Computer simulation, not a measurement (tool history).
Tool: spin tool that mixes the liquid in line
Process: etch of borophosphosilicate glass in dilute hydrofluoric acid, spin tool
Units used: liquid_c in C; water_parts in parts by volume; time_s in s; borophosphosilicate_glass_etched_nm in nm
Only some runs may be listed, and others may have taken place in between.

| run | hour | liquid_c | water_parts | time_s | borophosphosilicate_glass_etched_nm |
|---|---|---|---|---|---|
| 1 | 0.0 | 22.0 | 290 | 95 | 12.223 |
| 2 | 7.3 | 23.5 | 275 | 95 | 13.754 |
| 3 | 15.2 | 23.5 | 350 | 95 | 10.097 |
| 4 | 20.9 | 23.5 | 250 | 95 | 15.590 |
| 5 | 24.2 | 25.0 | 245 | 95 | 16.746 |
| 6 | 24.9 | 26.0 | 240 | 95 | 17.795 |
| 7 | 26.8 | 27.0 | 235 | 95 | 19.079 |
| 8 | 32.4 | 27.5 | 235 | 95 | 19.447 |
| 9 | 37.1 | 27.5 | 235 | 95 | 19.338 |

Expected results for the next run?
| 10 | 38.4 | 28.0 | 230 | 95 | ? |

Run 10 produced borophosphosilicate_glass_etched_nm 20.214 nm.
